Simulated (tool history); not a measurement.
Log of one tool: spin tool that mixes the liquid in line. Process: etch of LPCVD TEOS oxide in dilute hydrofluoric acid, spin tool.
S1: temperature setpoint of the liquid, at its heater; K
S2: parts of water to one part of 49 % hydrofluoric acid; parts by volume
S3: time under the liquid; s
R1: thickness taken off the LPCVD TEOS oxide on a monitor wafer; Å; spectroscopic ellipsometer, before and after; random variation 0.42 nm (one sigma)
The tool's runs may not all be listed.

run  hour      S1   S2   S3      R1
  1   0.0  297.15  110  125  185.98
  2   4.6  295.65  110  125  172.01
  3   8.9  297.65   95  125  221.03
  4  16.7  299.65   95  125  236.22
  5  22.0  300.65   85  125  281.25
  6  28.7  300.65   85  125  281.67
  7  31.0  301.65   75  125  338.05
  8  35.3  302.15   70  125  375.19
  9  39.7  302.65   65  125  417.12
 10  48.6  303.15   65  125  417.23
 11  55.8  303.65   65  125  435.64

The next listed run, before its measurement:
 12  63.5  303.65  65  125   ?

R1: 431.29 Å

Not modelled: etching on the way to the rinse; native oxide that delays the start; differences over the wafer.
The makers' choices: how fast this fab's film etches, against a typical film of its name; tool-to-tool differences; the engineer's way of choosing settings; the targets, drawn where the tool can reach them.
